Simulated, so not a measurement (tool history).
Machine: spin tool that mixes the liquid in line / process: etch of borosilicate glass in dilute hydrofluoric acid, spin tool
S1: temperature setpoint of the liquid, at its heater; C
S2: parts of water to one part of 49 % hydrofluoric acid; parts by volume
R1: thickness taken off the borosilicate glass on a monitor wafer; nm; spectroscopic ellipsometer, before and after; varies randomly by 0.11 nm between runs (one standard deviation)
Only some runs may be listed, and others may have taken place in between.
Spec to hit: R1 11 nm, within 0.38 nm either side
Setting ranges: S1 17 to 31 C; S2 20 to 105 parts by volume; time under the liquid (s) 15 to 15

run 1 hour=0 | S1=23 S2=55 time_under_the_liquid_(s)=15 | R1=5.3937
run 2 hour=4.4 | S1=20.5 S2=55 time_under_the_liquid_(s)=15 | R1=4.8127
run 3 hour=5.6 | S1=19 S2=55 time_under_the_liquid_(s)=15 | R1=4.593
run 4 hour=11.7 | S1=20.5 S2=50 time_under_the_liquid_(s)=15 | R1=5.5051
run 5 hour=12.5 | S1=22.5 S2=50 time_under_the_liquid_(s)=15 | R1=5.9041
run 6 hour=16.7 | S1=24.5 S2=50 time_under_the_liquid_(s)=15 | R1=6.3507
run 7 hour=25.6 | S1=25 S2=50 time_under_the_liquid_(s)=15 | R1=6.594
run 8 hour=27.2 | S1=25.5 S2=50 time_under_the_liquid_(s)=15 | R1=6.7133
run 9 hour=28.5 | S1=26 S2=50 time_under_the_liquid_(s)=15 | R1=6.7955
run 10 hour=31.9 | S1=26.5 S2=50 time_under_the_liquid_(s)=15 | R1=6.8258
run 11 hour=34.4 | S1=27 S2=50 time_under_the_liquid_(s)=15 | R1=7.0957
run 12 hour=37.5 | S1=27.5 S2=50 time_under_the_liquid_(s)=15 | R1=7.3165
run 13 hour=46.5 | S1=31 S2=35 time_under_the_liquid_(s)=15 | R1=12.158
run 14 hour=50.5 | S1=30 S2=35 time_under_the_liquid_(s)=15 | R1=11.699
run 15 hour=56.8 | S1=29.5 S2=35 time_under_the_liquid_(s)=15 | R1=11.75

5 next moves are on the table. One of them brings every result within its allowed miss. Which?
run A hour=63.1 | S1=30.5 S2=40 time_under_the_liquid_(s)=15 | R1=?
run B hour=63.1 | S1=29.5 S2=40 time_under_the_liquid_(s)=15 | R1=?
run C hour=63.1 | S1=30.5 S2=35 time_under_the_liquid_(s)=15 | R1=?
run D hour=63.1 | S1=26.5 S2=30 time_under_the_liquid_(s)=15 | R1=?
run E hour=63.1 | S1=28.5 S2=35 time_under_the_liquid_(s)=15 | R1=?

move=A R1=10.408
move=B R1=10.004
move=C R1=11.989
move=D R1=11.992
move=E R1=11.068
A: takes the biggest miss from the last run beyond its target
B: takes the biggest miss from the last run beyond its target
C: its largest miss is bigger than the last run's
D: its largest miss is bigger than the last run's
E: meets every target
Go with E: it meets all targets.
